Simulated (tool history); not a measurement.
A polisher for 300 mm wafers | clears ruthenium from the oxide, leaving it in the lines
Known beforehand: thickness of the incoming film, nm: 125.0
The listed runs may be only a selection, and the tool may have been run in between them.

| run | hour | flow of slurry (ml/min) | pressure of the wafer on the pad (psi) | speed of the pad under the wafer (cm/s) | overpolish time after the end point (s) | time until the end point was called (s) |
|---|---|---|---|---|---|---|
| 1 | 0.0 | 190 | 1.8 | 80 | 8 | 150.12 |
| 2 | 7.9 | 190 | 1.6 | 80 | 8 | 164.15 |
| 3 | 16.3 | 190 | 1.5 | 78 | 8 | 180.73 |
| 4 | 20.3 | 190 | 1.5 | 86 | 8 | 161.20 |
| 5 | 23.8 | 190 | 1.4 | 84 | 8 | 180.94 |
| 6 | 30.5 | 190 | 1.3 | 84 | 8 | 190.05 |
| 7 | 32.8 | 190 | 1.3 | 84 | 8 | 192.03 |
| 8 | 37.1 | 190 | 1.2 | 84 | 8 | 204.52 |
| 9 | 44.0 | 190 | 1.1 | 84 | 8 | 224.39 |
| 10 | 51.8 | 190 | 1.0 | 84 | 8 | 236.17 |
| 11 | 57.8 | 180 | 0.8 | 80 | 8 | 297.83 |
| 12 | 66.5 | 185 | 0.8 | 80 | 8 | 308.66 |

Predict the results of run 13:
| 13 | 67.0 | 190 | 0.8 | 80 | 8 | ? |

Run 13 produced time until the end point was called (s) 301.17.
